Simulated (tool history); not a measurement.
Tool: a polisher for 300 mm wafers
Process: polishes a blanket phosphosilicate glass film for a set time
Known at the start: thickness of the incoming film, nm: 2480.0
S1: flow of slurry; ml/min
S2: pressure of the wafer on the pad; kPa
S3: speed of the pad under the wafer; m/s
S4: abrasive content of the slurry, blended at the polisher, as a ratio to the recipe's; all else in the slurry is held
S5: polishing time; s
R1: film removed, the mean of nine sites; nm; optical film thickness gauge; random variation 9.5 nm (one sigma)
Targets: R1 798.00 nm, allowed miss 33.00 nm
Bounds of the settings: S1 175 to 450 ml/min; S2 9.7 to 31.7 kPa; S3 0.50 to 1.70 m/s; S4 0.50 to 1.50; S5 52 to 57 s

run	hour	S1	S2	S3	S4	S5	R1
1	0.0	290	20.7	1.10	1.00	57	551.23
2	3.1	290	22.1	1.10	1.00	57	570.71
3	11.8	220	22.1	1.10	1.00	57	553.18
4	15.7	220	22.1	1.10	1.00	52	501.86
5	24.1	240	24.1	1.10	1.00	52	574.17
6	28.7	210	24.1	1.10	1.00	52	543.36
7	37.6	235	25.5	1.10	1.00	52	592.58
8	42.3	250	26.9	1.10	1.00	52	637.19
9	43.8	265	27.6	1.10	1.00	52	665.96
10	52.0	280	28.3	1.10	1.00	52	667.59
11	61.0	280	29.0	1.12	1.00	52	702.53
12	63.6	285	29.6	1.12	1.00	52	713.13
13	72.4	285	30.3	1.14	1.00	52	754.80
14	76.5	290	31.0	1.14	1.00	52	753.83

5 next moves are on the table. One of them brings every result within its allowed miss. Which?
A	80.6	245	31.7	1.16	0.80	55	?
B	80.6	275	29.0	1.08	1.05	52	?
C	80.6	285	29.6	1.06	1.00	52	?
D	80.6	175	29.0	1.02	1.45	52	?
E	80.6	245	31.7	1.30	0.85	55	?

move	R1
A	683.00
B	682.69
C	670.62
D	718.60
E	784.50
A: further off than the last run
B: further off than the last run
C: further off than the last run
D: further off than the last run
E: meets every target
Move E is the one to make.

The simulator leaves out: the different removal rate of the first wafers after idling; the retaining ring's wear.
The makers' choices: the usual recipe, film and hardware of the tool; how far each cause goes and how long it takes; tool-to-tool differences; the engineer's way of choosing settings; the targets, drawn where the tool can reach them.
